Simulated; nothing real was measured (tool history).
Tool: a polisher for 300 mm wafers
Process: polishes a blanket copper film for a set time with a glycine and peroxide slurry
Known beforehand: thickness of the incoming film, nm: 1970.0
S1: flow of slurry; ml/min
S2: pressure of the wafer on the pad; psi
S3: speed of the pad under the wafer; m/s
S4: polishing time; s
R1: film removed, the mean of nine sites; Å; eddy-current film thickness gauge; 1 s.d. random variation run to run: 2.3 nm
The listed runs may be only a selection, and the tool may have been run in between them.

run    day   S1   S2    S3  S4      R1
  1  0.000  210  3.0  1.08  52  2972.7
  2  0.321  175  3.0  1.08  52  2843.7
  3  0.604  175  2.6  1.08  52  2627.4
  4  0.925  175  2.6  1.08  47  2293.1
  5  1.188  175  2.6  0.96  47  2101.0
  6  1.425  175  2.3  0.94  47  1919.2
  7  1.729  175  1.6  0.90  47  1414.8

Run 8 is up next; what results do you expect?
  8  1.817  175  1.6  0.90  47   ?

Run 8 gave R1 1460.1 Å.
